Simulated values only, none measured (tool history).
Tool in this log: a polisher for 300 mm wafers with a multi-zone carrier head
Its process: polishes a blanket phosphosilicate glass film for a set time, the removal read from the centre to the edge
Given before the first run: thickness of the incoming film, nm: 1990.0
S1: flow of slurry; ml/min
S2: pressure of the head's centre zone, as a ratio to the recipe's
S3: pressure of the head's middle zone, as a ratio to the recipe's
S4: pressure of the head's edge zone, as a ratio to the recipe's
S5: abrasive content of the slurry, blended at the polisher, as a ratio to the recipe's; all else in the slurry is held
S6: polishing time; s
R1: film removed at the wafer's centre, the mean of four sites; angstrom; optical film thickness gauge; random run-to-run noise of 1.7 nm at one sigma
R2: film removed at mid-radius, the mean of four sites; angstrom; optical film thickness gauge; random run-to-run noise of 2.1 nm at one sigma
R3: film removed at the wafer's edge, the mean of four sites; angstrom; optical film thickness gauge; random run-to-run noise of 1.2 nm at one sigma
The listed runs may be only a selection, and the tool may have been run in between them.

run,day,S1,S2,S3,S4,S5,S6,R1,R2,R3
1,0.000,215,1.00,1.00,1.00,1.00,51,4106.5,4079.9,4224.6
2,0.354,215,1.00,1.00,1.07,1.00,51,4170.6,4089.1,4449.6
3,0.525,215,1.00,1.00,1.07,1.00,42,3426.9,3315.7,3606.0
4,0.721,215,1.00,1.04,1.07,1.00,42,3415.0,3483.5,3598.3
5,1.096,190,1.00,1.04,1.07,1.00,42,3389.1,3461.2,3615.2
6,1.312,190,1.00,0.98,1.07,1.00,42,3368.4,3258.5,3577.7
7,1.400,195,0.99,0.95,1.02,0.85,39,2818.7,2726.4,2988.7

Run 8 is up next; what results do you expect?
8,1.696,195,0.99,0.86,0.92,0.60,33,?,?,?

R1: 1930.1 angstrom
R2: 1678.3 angstrom
R3: 1926.9 angstrom

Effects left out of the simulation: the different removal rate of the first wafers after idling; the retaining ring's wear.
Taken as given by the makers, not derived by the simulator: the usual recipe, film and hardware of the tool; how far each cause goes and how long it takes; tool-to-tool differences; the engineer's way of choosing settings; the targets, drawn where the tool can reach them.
